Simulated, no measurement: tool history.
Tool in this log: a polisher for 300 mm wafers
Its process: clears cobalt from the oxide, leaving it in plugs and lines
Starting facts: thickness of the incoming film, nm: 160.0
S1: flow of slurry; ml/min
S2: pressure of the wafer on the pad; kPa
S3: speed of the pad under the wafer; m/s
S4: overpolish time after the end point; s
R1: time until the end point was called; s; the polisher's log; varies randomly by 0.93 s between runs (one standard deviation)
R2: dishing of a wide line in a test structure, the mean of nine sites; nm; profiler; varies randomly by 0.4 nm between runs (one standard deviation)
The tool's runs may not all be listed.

| run | hour | S1 | S2 | S3 | S4 | R1 | R2 |
|---|---|---|---|---|---|---|---|
| 1 | 0.0 | 205 | 13.8 | 1.14 | 26 | 34.433 | 62.895 |
| 2 | 6.2 | 205 | 13.8 | 1.36 | 26 | 28.237 | 65.995 |
| 3 | 8.0 | 195 | 12.4 | 1.34 | 23 | 31.770 | 60.431 |
| 4 | 15.5 | 195 | 15.2 | 1.34 | 23 | 26.947 | 64.896 |
| 5 | 21.8 | 195 | 12.4 | 1.34 | 23 | 32.658 | 62.968 |
| 6 | 24.8 | 195 | 12.4 | 1.56 | 23 | 26.964 | 65.906 |
| 7 | 29.1 | 140 | 8.3 | 1.24 | 10 | 52.195 | 26.029 |

Forecast run 8:
| 8 | 35.8 | 125 | 6.9 | 1.26 | 8 | ? | ? |

{"run 8": {"R1": 61.285, "R2": 19.572}}

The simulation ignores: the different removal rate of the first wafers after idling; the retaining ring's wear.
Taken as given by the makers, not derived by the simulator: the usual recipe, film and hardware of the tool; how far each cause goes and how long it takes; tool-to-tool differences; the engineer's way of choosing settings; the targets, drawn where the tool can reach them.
